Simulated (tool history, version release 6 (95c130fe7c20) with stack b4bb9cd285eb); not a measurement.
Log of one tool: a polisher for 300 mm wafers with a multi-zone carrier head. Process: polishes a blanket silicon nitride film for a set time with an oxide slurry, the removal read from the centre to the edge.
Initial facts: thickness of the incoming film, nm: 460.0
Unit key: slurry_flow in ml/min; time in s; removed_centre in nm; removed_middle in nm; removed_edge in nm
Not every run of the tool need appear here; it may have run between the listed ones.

{"run": 1, "hour": 0.0, "slurry_flow": 285, "centre_zone": 1.0, "middle_zone": 1.0, "edge_zone": 1.0, "slurry_solids": 1.0, "time": 60, "removed_centre": 48.711, "removed_middle": 49.661, "removed_edge": 51.59}
{"run": 2, "hour": 1.5, "slurry_flow": 285, "centre_zone": 0.99, "middle_zone": 0.97, "edge_zone": 0.97, "slurry_solids": 0.9, "time": 57, "removed_centre": 44.589, "removed_middle": 43.516, "removed_edge": 45.998}
{"run": 3, "hour": 3.9, "slurry_flow": 280, "centre_zone": 0.96, "middle_zone": 0.95, "edge_zone": 0.94, "slurry_solids": 0.8, "time": 55, "removed_centre": 38.834, "removed_middle": 39.08, "removed_edge": 41.778}
{"run": 4, "hour": 9.0, "slurry_flow": 285, "centre_zone": 0.96, "middle_zone": 0.93, "edge_zone": 0.92, "slurry_solids": 0.75, "time": 54, "removed_centre": 36.838, "removed_middle": 36.362, "removed_edge": 39.711}
{"run": 5, "hour": 14.4, "slurry_flow": 285, "centre_zone": 0.96, "middle_zone": 0.93, "edge_zone": 0.92, "slurry_solids": 0.6, "time": 54, "removed_centre": 32.371, "removed_middle": 32.393, "removed_edge": 34.953}
{"run": 6, "hour": 22.3, "slurry_flow": 285, "centre_zone": 0.97, "middle_zone": 0.92, "edge_zone": 0.91, "slurry_solids": 0.6, "time": 54, "removed_centre": 32.758, "removed_middle": 31.964, "removed_edge": 34.278}
{"run": 7, "hour": 23.5, "slurry_flow": 280, "centre_zone": 0.97, "middle_zone": 0.9, "edge_zone": 0.9, "slurry_solids": 0.6, "time": 54, "removed_centre": 33.168, "removed_middle": 31.167, "removed_edge": 34.281}
{"run": 8, "hour": 31.6, "slurry_flow": 275, "centre_zone": 0.96, "middle_zone": 0.89, "edge_zone": 0.89, "slurry_solids": 0.6, "time": 54, "removed_centre": 32.239, "removed_middle": 31.54, "removed_edge": 33.923}
{"run": 9, "hour": 38.7, "slurry_flow": 270, "centre_zone": 0.96, "middle_zone": 0.87, "edge_zone": 0.89, "slurry_solids": 0.6, "time": 54, "removed_centre": 32.315, "removed_middle": 30.6, "removed_edge": 34.493}

The next listed run, before its measurement:
{"run": 10, "hour": 43.6, "slurry_flow": 270, "centre_zone": 0.96, "middle_zone": 0.86, "edge_zone": 0.87, "slurry_solids": 0.6, "time": 54, "removed_centre": "?", "removed_middle": "?", "removed_edge": "?"}

{"run 10": {"removed_centre": 32.042, "removed_middle": 30.104, "removed_edge": 33.375}}
